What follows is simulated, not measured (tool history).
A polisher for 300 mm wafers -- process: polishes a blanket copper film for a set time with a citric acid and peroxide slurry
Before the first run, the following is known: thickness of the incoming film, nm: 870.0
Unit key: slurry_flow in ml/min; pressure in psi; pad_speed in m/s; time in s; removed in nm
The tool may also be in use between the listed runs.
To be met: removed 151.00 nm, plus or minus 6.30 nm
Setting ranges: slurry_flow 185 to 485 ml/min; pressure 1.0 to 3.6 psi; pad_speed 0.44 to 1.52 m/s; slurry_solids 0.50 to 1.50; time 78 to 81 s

run	day	slurry_flow	pressure	pad_speed	slurry_solids	time	removed
1	0.000	310	2.3	0.98	1.00	78	113.50
2	0.096	310	2.6	0.98	1.00	78	124.98
3	0.421	310	2.7	0.98	1.00	78	127.08
4	0.567	310	2.7	0.98	1.00	78	131.40
5	0.829	310	2.8	0.98	1.00	78	129.79
6	1.175	230	2.8	0.98	1.00	78	127.77
7	1.308	235	2.9	0.98	1.00	78	130.85
8	1.479	245	3.0	0.98	1.00	78	135.12
9	1.554	250	3.1	0.98	1.00	78	137.76
10	1.879	250	3.2	0.98	1.00	78	140.91

Which single option among these 5 for the next run brings every result within its allowed miss of target? Just one does.
A	2.204	220	3.3	1.04	0.90	81	?
B	2.204	270	3.1	0.82	1.15	78	?
C	2.204	190	2.9	0.82	1.20	81	?
D	2.204	310	2.5	1.04	1.20	78	?
E	2.204	210	3.4	0.70	1.10	78	?

move	removed
A	149.95
B	130.13
C	123.44
D	129.80
E	123.33
A: in spec on every target
B: its largest miss is bigger than the last run's
C: its largest miss is bigger than the last run's
D: its largest miss is bigger than the last run's
E: its largest miss is bigger than the last run's
A is the move that brings every result within its allowed miss.

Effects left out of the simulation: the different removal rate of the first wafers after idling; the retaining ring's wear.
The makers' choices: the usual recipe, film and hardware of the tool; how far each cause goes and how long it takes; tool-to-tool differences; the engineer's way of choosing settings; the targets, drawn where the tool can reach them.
